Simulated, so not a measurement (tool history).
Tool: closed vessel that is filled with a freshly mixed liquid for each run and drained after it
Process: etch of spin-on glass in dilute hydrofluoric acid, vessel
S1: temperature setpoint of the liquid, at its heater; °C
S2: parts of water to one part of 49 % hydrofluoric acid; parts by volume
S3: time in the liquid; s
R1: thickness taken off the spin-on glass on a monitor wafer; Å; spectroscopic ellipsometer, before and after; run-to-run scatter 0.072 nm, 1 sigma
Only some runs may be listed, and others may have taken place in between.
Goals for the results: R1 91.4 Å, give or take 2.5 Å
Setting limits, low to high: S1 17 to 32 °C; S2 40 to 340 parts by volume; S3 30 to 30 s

| run | day | S1 | S2 | S3 | R1 |
|---|---|---|---|---|---|
| 1 | 0 | 24 | 190 | 30 | 48.65 |
| 2 | 0.146 | 21.5 | 190 | 30 | 44.636 |
| 3 | 0.417 | 24 | 175 | 30 | 53.99 |
| 4 | 0.621 | 24 | 200 | 30 | 45.514 |
| 5 | 0.775 | 24 | 200 | 30 | 45.759 |
| 6 | 1.112 | 26 | 185 | 30 | 54.414 |
| 7 | 1.475 | 27.5 | 175 | 30 | 60.624 |
| 8 | 1.667 | 27.5 | 175 | 30 | 61.277 |
| 9 | 1.817 | 28.5 | 165 | 30 | 67.811 |

Exercise: of the 5 proposed moves below, exactly one satisfies all targets within the stated allowed misses. Which move is it?
| A | 1.967 | 32 | 230 | 30 | ? |
| B | 1.967 | 25 | 115 | 30 | ? |
| C | 1.967 | 28.5 | 120 | 30 | ? |
| D | 1.967 | 23 | 120 | 30 | ? |
| E | 1.967 | 28 | 185 | 30 | ? |

| move | R1 |
|---|---|
| A | 51.067 |
| B | 91.515 |
| C | 99.577 |
| D | 80.619 |
| E | 58.445 |
A: misses by more than the last run did
B: each result inside its tolerance
C: takes the biggest miss from the last run beyond its target
D: nearer the targets than the last run, but a result is still out of spec
E: misses by more than the last run did
Answer: B
